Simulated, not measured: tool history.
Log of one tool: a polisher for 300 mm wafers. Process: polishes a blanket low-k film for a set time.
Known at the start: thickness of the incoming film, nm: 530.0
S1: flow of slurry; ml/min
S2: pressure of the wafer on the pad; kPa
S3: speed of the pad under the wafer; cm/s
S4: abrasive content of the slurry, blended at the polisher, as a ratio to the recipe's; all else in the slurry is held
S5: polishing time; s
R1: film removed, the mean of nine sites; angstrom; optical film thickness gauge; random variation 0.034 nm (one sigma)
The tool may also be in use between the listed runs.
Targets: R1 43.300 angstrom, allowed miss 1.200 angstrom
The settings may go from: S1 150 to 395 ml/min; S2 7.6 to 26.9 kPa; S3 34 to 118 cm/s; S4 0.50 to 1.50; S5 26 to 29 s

{"run": 1, "hour": 0.0, "S1": 250, "S2": 17.2, "S3": 76, "S4": 1.0, "S5": 29, "R1": 83.117}
{"run": 2, "hour": 3.2, "S1": 250, "S2": 17.2, "S3": 60, "S4": 1.0, "S5": 29, "R1": 70.386}
{"run": 3, "hour": 11.1, "S1": 185, "S2": 17.2, "S3": 60, "S4": 1.0, "S5": 29, "R1": 68.149}
{"run": 4, "hour": 19.4, "S1": 185, "S2": 14.5, "S3": 60, "S4": 1.0, "S5": 29, "R1": 58.408}
{"run": 5, "hour": 25.5, "S1": 185, "S2": 14.5, "S3": 60, "S4": 1.0, "S5": 26, "R1": 52.188}
{"run": 6, "hour": 31.4, "S1": 185, "S2": 12.4, "S3": 60, "S4": 1.0, "S5": 26, "R1": 45.339}
{"hour": 37.3, "done": "conditioning disc replaced and pad reconditioned"}
{"run": 7, "hour": 37.3, "S1": 185, "S2": 11.7, "S3": 60, "S4": 1.0, "S5": 26, "R1": 50.009}
{"run": 8, "hour": 40.9, "S1": 180, "S2": 11.0, "S3": 60, "S4": 1.0, "S5": 26, "R1": 46.888}
{"run": 9, "hour": 49.1, "S1": 175, "S2": 11.0, "S3": 60, "S4": 1.0, "S5": 26, "R1": 46.372}

Which of these 5 next moves meets every target?
{"run": "A", "hour": 57.3, "S1": 190, "S2": 12.4, "S3": 58, "S4": 0.8, "S5": 28, "R1": "?"}
{"run": "B", "hour": 57.3, "S1": 165, "S2": 10.3, "S3": 64, "S4": 0.9, "S5": 28, "R1": "?"}
{"run": "C", "hour": 57.3, "S1": 210, "S2": 9.0, "S3": 62, "S4": 0.95, "S5": 28, "R1": "?"}
{"run": "D", "hour": 57.3, "S1": 190, "S2": 7.6, "S3": 78, "S4": 1.0, "S5": 29, "R1": "?"}
{"run": "E", "hour": 57.3, "S1": 155, "S2": 11.0, "S3": 62, "S4": 0.95, "S5": 29, "R1": "?"}

move=A R1=51.604
move=B R1=47.853
move=C R1=43.263
move=D R1=46.194
move=E R1=51.781
A: further off than the last run
B: further off than the last run
C: meets every target
D: nearer than the last run, and not there yet
E: further off than the last run
Move C is the one to make.
